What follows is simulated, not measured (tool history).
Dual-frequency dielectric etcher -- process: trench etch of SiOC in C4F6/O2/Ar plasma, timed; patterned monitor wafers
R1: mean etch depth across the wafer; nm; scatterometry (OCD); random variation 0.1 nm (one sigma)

Run 1, hour 0: source power (W) 370, bias power (W) 181, etch time (s) 11.5. Result: R1 23.396 nm.
Run 2, hour 4.9: source power (W) 370, bias power (W) 209, etch time (s) 11.5. Result: R1 24.441 nm.
Run 3, hour 9.4: source power (W) 370, bias power (W) 209, etch time (s) 10.5. Result: R1 22.436 nm.
Run 4, hour 11.2: source power (W) 350, bias power (W) 206, etch time (s) 10.5. Result: R1 21.614 nm.
Run 5, hour 15.4: source power (W) 350, bias power (W) 219, etch time (s) 10.5. Result: R1 22.003 nm.
Run 6, hour 19.9: source power (W) 350, bias power (W) 219, etch time (s) 11.5. Result: R1 24.43 nm.
Run 7, hour 21: source power (W) 320, bias power (W) 210, etch time (s) 11.5. Result: R1 22.747 nm.
Run 8, hour 29.8: source power (W) 300, bias power (W) 208, etch time (s) 11.5. Result: R1 21.813 nm.

Run 9, settings as shown, results not yet in. Your forecast:
Run 9, hour 37.8: source power (W) 290, bias power (W) 207, etch time (s) 11.5. Result: R1 ?.

Run 9 yielded R1 21.47 nm.
